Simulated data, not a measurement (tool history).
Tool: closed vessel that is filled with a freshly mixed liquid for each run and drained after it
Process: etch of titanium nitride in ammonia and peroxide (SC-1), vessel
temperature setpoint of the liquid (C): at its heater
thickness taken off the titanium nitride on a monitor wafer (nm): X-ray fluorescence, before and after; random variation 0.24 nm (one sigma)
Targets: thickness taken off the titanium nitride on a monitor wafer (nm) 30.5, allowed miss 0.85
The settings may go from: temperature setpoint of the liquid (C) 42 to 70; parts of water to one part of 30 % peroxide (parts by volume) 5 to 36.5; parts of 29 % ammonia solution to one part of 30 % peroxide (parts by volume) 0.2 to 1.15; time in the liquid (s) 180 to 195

run	hour	temperature setpoint of the liquid (C)	parts of water to one part of 30 % peroxide (parts by volume)	parts of 29 % ammonia solution to one part of 30 % peroxide (parts by volume)	time in the liquid (s)	thickness taken off the titanium nitride on a monitor wafer (nm)
1	0	58	20.5	0.65	180	15.713
2	2.7	60	20.5	0.65	180	18.053
3	7.4	60	16	0.65	180	20.52
4	13.1	61	16	0.65	180	21.86
5	15.2	62	16	0.65	180	23.706
6	24	62	21.5	0.65	180	19.662
7	27.6	63.5	21.5	0.65	180	21.861
8	29.8	64.5	21.5	0.65	180	23.619
9	34.4	65.5	21.5	0.65	180	25.318
10	39.8	66	21.5	0.65	180	25.867
11	46.5	66.5	21.5	0.65	180	26.952
12	54	67	21.5	0.65	180	27.153

Which of these 4 next moves meets every target?
A	61.5	66	17.5	0.35	195	?
B	61.5	68	25	0.8	195	?
C	61.5	67	17.5	0.55	195	?
D	61.5	64	17	0.5	180	?

move	thickness taken off the titanium nitride on a monitor wafer (nm)
A	27.865
B	30.204
C	32.301
D	24.608
A: nearer than the last run, and not there yet
B: meets every target
C: takes the result that was furthest off past its target
D: further off than the last run
The right move is B.
